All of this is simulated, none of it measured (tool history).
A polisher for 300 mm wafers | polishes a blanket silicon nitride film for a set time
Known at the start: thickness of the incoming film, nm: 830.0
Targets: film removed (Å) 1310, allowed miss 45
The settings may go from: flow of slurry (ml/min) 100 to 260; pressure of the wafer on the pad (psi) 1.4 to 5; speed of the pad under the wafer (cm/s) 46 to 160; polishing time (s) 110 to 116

| run | hour | flow of slurry (ml/min) | pressure of the wafer on the pad (psi) | speed of the pad under the wafer (cm/s) | polishing time (s) | film removed (Å) |
|---|---|---|---|---|---|---|
| 1 | 0 | 165 | 3.2 | 102 | 110 | 1701.9 |
| 2 | 8.5 | 165 | 3.2 | 94 | 110 | 1615.7 |
| 3 | 10.8 | 160 | 3.1 | 94 | 110 | 1550.1 |
| 4 | 13 | 155 | 3 | 94 | 110 | 1496.7 |
| 5 | 20.4 | 155 | 3 | 108 | 110 | 1681.2 |
| 6 | 23.9 | 155 | 2.8 | 108 | 110 | 1562 |
| 7 | 29.2 | 155 | 2.7 | 108 | 110 | 1520.1 |
| 8 | 34.5 | 155 | 2.6 | 108 | 110 | 1451.6 |
| 9 | 35 | 155 | 2.5 | 108 | 110 | 1406.6 |

Which of these 5 next moves meets every target?
| A | 35.5 | 110 | 2.9 | 96 | 110 | ? |
| B | 35.5 | 150 | 2.4 | 114 | 112 | ? |
| C | 35.5 | 140 | 2.6 | 110 | 112 | ? |
| D | 35.5 | 180 | 2.3 | 104 | 110 | ? |
| E | 35.5 | 155 | 2.7 | 104 | 112 | ? |

| move | film removed (Å) |
|---|---|
| A | 1396.2 |
| B | 1434.6 |
| C | 1480.9 |
| D | 1311 |
| E | 1494.6 |
A: nearer than the last run, and not there yet
B: further off than the last run
C: further off than the last run
D: meets every target
E: further off than the last run
The right move is D.
